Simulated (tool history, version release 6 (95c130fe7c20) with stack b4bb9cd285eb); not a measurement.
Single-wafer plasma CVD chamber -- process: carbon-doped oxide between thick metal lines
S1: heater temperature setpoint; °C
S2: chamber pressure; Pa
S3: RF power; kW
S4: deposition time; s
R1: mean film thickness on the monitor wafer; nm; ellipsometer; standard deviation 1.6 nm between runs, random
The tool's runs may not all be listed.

{"run": 1, "hour": 0.0, "S1": 355, "S2": 769, "S3": 0.46, "S4": 74.6, "R1": 316.92}
{"run": 2, "hour": 6.9, "S1": 356, "S2": 744, "S3": 0.455, "S4": 74.6, "R1": 312.7}
{"run": 3, "hour": 14.9, "S1": 356, "S2": 744, "S3": 0.455, "S4": 74.6, "R1": 313.27}
{"run": 4, "hour": 21.9, "S1": 356, "S2": 744, "S3": 0.455, "S4": 71.1, "R1": 298.98}
{"run": 5, "hour": 26.4, "S1": 357, "S2": 732, "S3": 0.455, "S4": 71.1, "R1": 296.02}
{"run": 6, "hour": 35.0, "S1": 357, "S2": 732, "S3": 0.455, "S4": 71.1, "R1": 295.85}
{"run": 7, "hour": 43.4, "S1": 358, "S2": 725, "S3": 0.455, "S4": 71.1, "R1": 297.35}

The next listed run, before its measurement:
{"run": 8, "hour": 52.3, "S1": 358, "S2": 715, "S3": 0.455, "S4": 71.1, "R1": "?"}

Run 8 measured R1 294.4 nm.
